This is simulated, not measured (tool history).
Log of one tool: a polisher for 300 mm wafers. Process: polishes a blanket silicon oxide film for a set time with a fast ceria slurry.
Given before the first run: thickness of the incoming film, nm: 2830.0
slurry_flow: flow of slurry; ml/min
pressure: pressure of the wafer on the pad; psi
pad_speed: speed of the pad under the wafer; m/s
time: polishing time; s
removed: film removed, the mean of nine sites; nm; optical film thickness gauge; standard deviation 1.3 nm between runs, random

run  hour  slurry_flow  pressure  pad_speed  time  removed
  1     0          315         3       0.84    34   426.35
  2   7.6          315         3       0.92    34   462.16
  3  15.2          315       2.6       0.84    34    384.4
  4  22.9          315       2.3       0.74    34   312.46
  5  27.6          315       2.1       0.68    34   270.87
  6  35.7          315       2.5       0.68    34   308.02
  7  37.7          315       2.3       0.64    34   271.79
  8  41.4          315       2.1       0.62    34   245.32
  9    42          315       1.9        0.6    34   226.22
 10  47.9          315       1.8       0.58    34   210.36
 11  51.4          315       1.7       0.58    34   203.54
 12  58.2          315       1.6       0.58    34    193.9
     63.9  -- head pressure recalibrated
 13  63.9          310       1.4       0.56    34   159.35
 14  69.7          325       1.4       0.56    34   159.32
 15  75.8          310       1.4       0.56    34   159.13

Run 16 is up next; what results do you expect?
 16  79.2          310       1.8       0.56    34        ?

removed: 187.41 nm
